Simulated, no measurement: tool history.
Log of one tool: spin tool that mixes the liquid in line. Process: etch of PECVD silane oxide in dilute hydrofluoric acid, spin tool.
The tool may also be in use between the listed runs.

| run | hour | temperature setpoint of the liquid (C) | parts of water to one part of 49 % hydrofluoric acid (parts by volume) | time under the liquid (s) | thickness taken off the PECVD silane oxide on a monitor wafer (nm) |
|---|---|---|---|---|---|
| 1 | 0 | 25 | 225 | 45 | 3.3928 |
| 2 | 0.8 | 24 | 225 | 45 | 3.2454 |
| 3 | 4.4 | 24 | 195 | 45 | 3.9179 |
| 4 | 10.6 | 22.5 | 195 | 45 | 3.6972 |
| 5 | 12.1 | 22.5 | 260 | 45 | 2.569 |
| 6 | 13.6 | 23 | 260 | 45 | 2.646 |

Run 7 comes next. What will it give?
| 7 | 21.5 | 23.5 | 260 | 45 | ? |

Run 7 gave thickness taken off the PECVD silane oxide on a monitor wafer (nm) 2.7007.

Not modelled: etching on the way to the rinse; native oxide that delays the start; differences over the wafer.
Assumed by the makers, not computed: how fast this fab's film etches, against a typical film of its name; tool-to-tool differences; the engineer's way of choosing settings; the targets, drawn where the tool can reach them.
